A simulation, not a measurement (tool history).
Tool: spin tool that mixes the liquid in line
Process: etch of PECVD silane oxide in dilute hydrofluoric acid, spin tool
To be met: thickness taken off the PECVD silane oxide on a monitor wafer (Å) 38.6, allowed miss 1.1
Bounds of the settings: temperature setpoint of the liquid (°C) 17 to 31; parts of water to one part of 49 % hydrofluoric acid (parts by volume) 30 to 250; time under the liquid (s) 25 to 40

run	hour	temperature setpoint of the liquid (°C)	parts of water to one part of 49 % hydrofluoric acid (parts by volume)	time under the liquid (s)	thickness taken off the PECVD silane oxide on a monitor wafer (Å)
1	0	23	140	40	59.589
2	1.3	24.5	140	40	62.975
3	2.2	24.5	140	40	62.866
4	7	22.5	150	40	52.924
5	9.5	22.5	150	25	34.126
# hour 15.1: thermometer replaced
6	15.1	22.5	125	25	44.645
7	22	22	125	25	42.863
8	22.9	21.5	125	25	42.03

Which of these 4 next moves meets every target?
A	23.8	20.5	145	30	?
B	23.8	19	125	25	?
C	23.8	21	165	35	?
D	23.8	20	120	25	?

move	thickness taken off the PECVD silane oxide on a monitor wafer (Å)
A	41.856
B	38.902
C	42.854
D	42.431
A: nearer than the last run, and not there yet
B: meets every target
C: further off than the last run
D: further off than the last run
Answer: B
